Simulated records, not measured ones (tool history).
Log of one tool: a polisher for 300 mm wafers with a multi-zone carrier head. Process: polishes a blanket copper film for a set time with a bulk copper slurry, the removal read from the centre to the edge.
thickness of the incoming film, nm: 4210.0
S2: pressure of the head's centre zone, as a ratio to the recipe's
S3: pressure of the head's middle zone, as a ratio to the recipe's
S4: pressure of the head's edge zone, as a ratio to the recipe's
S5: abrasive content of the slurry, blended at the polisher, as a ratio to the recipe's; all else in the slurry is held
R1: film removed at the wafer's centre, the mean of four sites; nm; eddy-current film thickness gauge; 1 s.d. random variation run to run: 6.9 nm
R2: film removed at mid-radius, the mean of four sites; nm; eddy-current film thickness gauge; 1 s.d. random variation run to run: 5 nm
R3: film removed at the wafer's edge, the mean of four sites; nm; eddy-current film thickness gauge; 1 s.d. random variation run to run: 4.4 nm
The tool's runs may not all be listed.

Run 1, hour 0.0: flow of slurry (ml/min) 180, S2 1.00, S3 1.00, S4 1.00, S5 1.00, polishing time (s) 87. Result: R1 781.08 nm, R2 811.53 nm, R3 807.67 nm.
Run 2, hour 2.0: flow of slurry (ml/min) 170, S2 0.98, S3 0.96, S4 0.98, S5 0.85, polishing time (s) 83. Result: R1 710.59 nm, R2 725.06 nm, R3 739.30 nm.
Run 3, hour 2.7: flow of slurry (ml/min) 170, S2 0.98, S3 0.96, S4 1.06, S5 0.85, polishing time (s) 83. Result: R1 696.73 nm, R2 724.01 nm, R3 774.17 nm.
Run 4, hour 6.1: flow of slurry (ml/min) 195, S2 0.98, S3 0.96, S4 1.06, S5 0.85, polishing time (s) 83. Result: R1 703.78 nm, R2 728.34 nm, R3 783.03 nm.
Run 5, hour 10.1: flow of slurry (ml/min) 190, S2 0.96, S3 0.93, S4 1.03, S5 0.75, polishing time (s) 79. Result: R1 650.89 nm, R2 668.95 nm, R3 726.21 nm.
Run 6, hour 16.0: flow of slurry (ml/min) 185, S2 0.94, S3 0.91, S4 1.00, S5 0.70, polishing time (s) 76. Result: R1 620.46 nm, R2 625.58 nm, R3 665.72 nm.

What does the tool deliver on the next run?
Run 7, hour 22.9: flow of slurry (ml/min) 175, S2 0.91, S3 0.89, S4 0.99, S5 0.65, polishing time (s) 75. Result: R1 ?, R2 ?, R3 ?.

{"run 7": {"R1": 562.05, "R2": 593.84, "R3": 649.32}}

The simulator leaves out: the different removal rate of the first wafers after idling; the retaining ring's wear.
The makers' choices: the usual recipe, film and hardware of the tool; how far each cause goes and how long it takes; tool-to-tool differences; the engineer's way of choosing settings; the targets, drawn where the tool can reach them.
